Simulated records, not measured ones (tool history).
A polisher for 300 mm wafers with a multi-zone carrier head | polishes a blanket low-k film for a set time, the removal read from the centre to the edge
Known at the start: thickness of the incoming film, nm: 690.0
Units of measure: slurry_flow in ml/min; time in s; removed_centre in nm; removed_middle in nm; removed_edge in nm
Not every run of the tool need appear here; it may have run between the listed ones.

| run | day | slurry_flow | centre_zone | middle_zone | edge_zone | slurry_solids | time | removed_centre | removed_middle | removed_edge |
|---|---|---|---|---|---|---|---|---|---|---|
| 1 | 0.000 | 275 | 1.00 | 1.00 | 1.00 | 1.00 | 58 | 19.605 | 19.831 | 20.283 |
| 2 | 0.196 | 275 | 1.00 | 1.00 | 0.93 | 1.00 | 58 | 19.692 | 20.161 | 19.991 |
| 3 | 0.238 | 275 | 0.95 | 1.00 | 0.93 | 1.00 | 58 | 18.867 | 20.039 | 19.704 |
| 4 | 0.383 | 260 | 0.91 | 0.99 | 0.93 | 0.95 | 58 | 17.160 | 19.309 | 19.478 |
| 5 | 0.554 | 260 | 0.90 | 0.99 | 0.91 | 0.90 | 58 | 16.645 | 18.921 | 19.021 |
| 6 | 0.833 | 255 | 0.89 | 0.99 | 0.89 | 0.85 | 58 | 16.252 | 18.467 | 18.112 |
| 7 | 0.917 | 245 | 0.88 | 0.98 | 0.88 | 0.85 | 58 | 15.823 | 18.491 | 18.062 |
|  | 1.046 | edge zone pressure recalibrated |
| 8 | 1.046 | 235 | 0.88 | 0.97 | 0.87 | 0.85 | 58 | 15.981 | 18.145 | 17.540 |
| 9 | 1.342 | 230 | 0.87 | 0.96 | 0.87 | 0.85 | 58 | 15.658 | 17.887 | 17.423 |

Predict the results of run 10:
| 10 | 1.492 | 230 | 0.86 | 0.96 | 0.87 | 0.85 | 58 | ? | ? | ? |

{"run 10": {"removed_centre": 15.574, "removed_middle": 17.724, "removed_edge": 17.436}}
